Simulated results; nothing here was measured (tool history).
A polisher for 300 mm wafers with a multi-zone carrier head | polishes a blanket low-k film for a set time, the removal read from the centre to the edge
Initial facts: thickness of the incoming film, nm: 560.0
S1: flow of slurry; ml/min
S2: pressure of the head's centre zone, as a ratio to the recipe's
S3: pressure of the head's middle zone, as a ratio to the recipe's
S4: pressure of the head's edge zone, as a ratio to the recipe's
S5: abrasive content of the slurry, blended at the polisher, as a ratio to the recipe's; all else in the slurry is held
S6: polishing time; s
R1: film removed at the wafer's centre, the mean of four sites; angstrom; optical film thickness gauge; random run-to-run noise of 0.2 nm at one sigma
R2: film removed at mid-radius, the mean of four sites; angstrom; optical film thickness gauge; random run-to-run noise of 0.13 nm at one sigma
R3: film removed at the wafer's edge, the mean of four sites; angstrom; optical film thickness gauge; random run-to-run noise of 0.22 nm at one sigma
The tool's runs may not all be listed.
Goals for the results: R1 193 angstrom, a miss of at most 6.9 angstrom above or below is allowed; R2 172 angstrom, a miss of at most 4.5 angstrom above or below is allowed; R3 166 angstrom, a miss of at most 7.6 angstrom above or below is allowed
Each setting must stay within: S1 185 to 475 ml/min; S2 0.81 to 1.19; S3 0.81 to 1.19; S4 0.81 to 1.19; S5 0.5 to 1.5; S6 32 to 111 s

{"run": 1, "day": 0.0, "S1": 305, "S2": 1, "S3": 1, "S4": 1, "S5": 1, "S6": 71, "R1": 322.02, "R2": 308.49, "R3": 328.44}
{"run": 2, "day": 0.15, "S1": 310, "S2": 1.02, "S3": 1, "S4": 0.96, "S5": 0.85, "S6": 64, "R1": 279.52, "R2": 264.65, "R3": 258.18}
{"run": 3, "day": 0.392, "S1": 305, "S2": 1, "S3": 0.96, "S4": 0.93, "S5": 0.75, "S6": 62, "R1": 246.56, "R2": 231.86, "R3": 229.95}
{"run": 4, "day": 0.562, "S1": 310, "S2": 1, "S3": 0.94, "S4": 0.91, "S5": 0.7, "S6": 60, "R1": 229.13, "R2": 213.12, "R3": 222.92}
{"run": 5, "day": 0.85, "S1": 310, "S2": 1, "S3": 0.94, "S4": 0.91, "S5": 0.8, "S6": 60, "R1": 248.85, "R2": 227.23, "R3": 233.11}
{"run": 6, "day": 0.979, "S1": 310, "S2": 1, "S3": 0.94, "S4": 0.91, "S5": 0.9, "S6": 60, "R1": 267.32, "R2": 241.01, "R3": 249.39}
{"run": 7, "day": 1.021, "S1": 305, "S2": 1.01, "S3": 0.93, "S4": 0.89, "S5": 0.8, "S6": 58, "R1": 242.95, "R2": 216.16, "R3": 227.69}
{"run": 8, "day": 1.2, "S1": 330, "S2": 1.02, "S3": 0.94, "S4": 0.88, "S5": 0.7, "S6": 56, "R1": 223.46, "R2": 198.1, "R3": 202.44}
{"run": 9, "day": 1.296, "S1": 330, "S2": 1.02, "S3": 0.95, "S4": 0.87, "S5": 0.65, "S6": 56, "R1": 219.18, "R2": 192.58, "R3": 192.96}
{"run": 10, "day": 1.433, "S1": 310, "S2": 0.98, "S3": 0.95, "S4": 0.81, "S5": 0.5, "S6": 54, "R1": 168.98, "R2": 163.35, "R3": 154.23}
{"run": 11, "day": 1.733, "S1": 330, "S2": 0.99, "S3": 0.95, "S4": 0.82, "S5": 0.5, "S6": 54, "R1": 174.34, "R2": 162.34, "R3": 156.89}
{"run": 12, "day": 1.904, "S1": 335, "S2": 1, "S3": 0.96, "S4": 0.83, "S5": 0.5, "S6": 54, "R1": 176.17, "R2": 163.61, "R3": 159.04}
{"run": 13, "day": 2.254, "S1": 335, "S2": 1.01, "S3": 0.97, "S4": 0.84, "S5": 0.5, "S6": 54, "R1": 176.4, "R2": 163.52, "R3": 157.31}
{"run": 14, "day": 2.442, "S1": 335, "S2": 1.01, "S3": 0.97, "S4": 0.84, "S5": 0.5, "S6": 54, "R1": 180.22, "R2": 164.46, "R3": 161.38}
{"run": 15, "day": 2.588, "S1": 335, "S2": 1.02, "S3": 0.98, "S4": 0.84, "S5": 0.5, "S6": 54, "R1": 176.36, "R2": 166.57, "R3": 162}
{"run": 16, "day": 2.95, "S1": 355, "S2": 1.03, "S3": 0.98, "S4": 0.83, "S5": 0.5, "S6": 54, "R1": 182.57, "R2": 167.89, "R3": 157.53}
{"run": 17, "day": 3.129, "S1": 370, "S2": 1.06, "S3": 0.98, "S4": 0.9, "S5": 0.55, "S6": 54, "R1": 197.63, "R2": 176.42, "R3": 176.03}

Of the 4 settings listed for the next run, only one would bring every result within its allowed miss of target. Which one?
{"run": "A", "day": 3.308, "S1": 445, "S2": 1.1, "S3": 1.03, "S4": 0.94, "S5": 0.65, "S6": 45, "R1": "?", "R2": "?", "R3": "?"}
{"run": "B", "day": 3.308, "S1": 455, "S2": 1.09, "S3": 0.94, "S4": 0.92, "S5": 0.65, "S6": 46, "R1": "?", "R2": "?", "R3": "?"}
{"run": "C", "day": 3.308, "S1": 395, "S2": 1.04, "S3": 1.12, "S4": 0.81, "S5": 0.5, "S6": 52, "R1": "?", "R2": "?", "R3": "?"}
{"run": "D", "day": 3.308, "S1": 440, "S2": 1.09, "S3": 0.95, "S4": 0.93, "S5": 0.55, "S6": 50, "R1": "?", "R2": "?", "R3": "?"}

move=A R1=194.28 R2=170.46 R3=169.41
move=B R1=196.97 R2=161.58 R3=171.85
move=C R1=181.68 R2=181.3 R3=156.87
move=D R1=194.86 R2=161.3 R3=170.95
A: each result inside its tolerance
B: corrects the largest miss of the last run, while another result sits out of spec
C: carries the result that was furthest off beyond its target, to the other side
D: corrects the largest miss of the last run, while another result sits out of spec
So the answer is move A, the one that meets all the targets.
